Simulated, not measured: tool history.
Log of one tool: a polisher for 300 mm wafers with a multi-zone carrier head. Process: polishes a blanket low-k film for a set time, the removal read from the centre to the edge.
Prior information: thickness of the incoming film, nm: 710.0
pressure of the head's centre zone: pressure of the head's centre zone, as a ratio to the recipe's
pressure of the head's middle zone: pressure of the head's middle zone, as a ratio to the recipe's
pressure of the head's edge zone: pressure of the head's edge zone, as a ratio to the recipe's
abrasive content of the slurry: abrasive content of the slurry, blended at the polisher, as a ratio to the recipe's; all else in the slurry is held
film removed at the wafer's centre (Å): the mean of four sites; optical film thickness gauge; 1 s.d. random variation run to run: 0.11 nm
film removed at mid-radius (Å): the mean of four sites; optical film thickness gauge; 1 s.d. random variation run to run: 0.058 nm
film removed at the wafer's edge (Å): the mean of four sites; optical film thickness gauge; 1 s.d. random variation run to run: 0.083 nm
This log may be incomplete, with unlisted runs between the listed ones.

run  hour  flow of slurry (ml/min)  pressure of the head's centre zone  pressure of the head's middle zone  pressure of the head's edge zone  abrasive content of the slurry  polishing time (s)  film removed at the wafer's centre (Å)  film removed at mid-radius (Å)  film removed at the wafer's edge (Å)
  1     0                      225                                   1                                   1                                 1                               1                  68                                  149.37                           144.5                                144.62
  2   2.4                      225                                   1                                   1                                 1                             1.2                  68                                  164.24                          162.02                                163.19
  3    11                      220                                0.99                                0.98                                 1                             1.1                  68                                  154.31                          150.63                                153.35
  4  18.7                      220                                0.96                                0.98                                 1                             1.1                  68                                  152.61                          150.75                                153.42
  5  20.3                      220                                0.91                                0.98                                 1                             1.1                  68                                  142.28                          150.75                                153.39
  6  21.6                      215                                0.91                                0.96                                 1                            1.05                  68                                  139.36                          143.27                                   148
  7  22.2                      210                                0.91                                0.94                                 1                               1                  68                                  132.16                          135.57                                143.53
  8  26.3                      205                                0.92                                0.92                              0.99                            0.95                  68                                  129.59                          127.78                                137.58

Run 9 comes next. What will it give?
  9  30.4                      205                                0.92                                0.92                              0.99                            0.95                  68                                       ?                               ?                                     ?

film removed at the wafer's centre (Å): 130.51
film removed at mid-radius (Å): 127.68
film removed at the wafer's edge (Å): 138.35
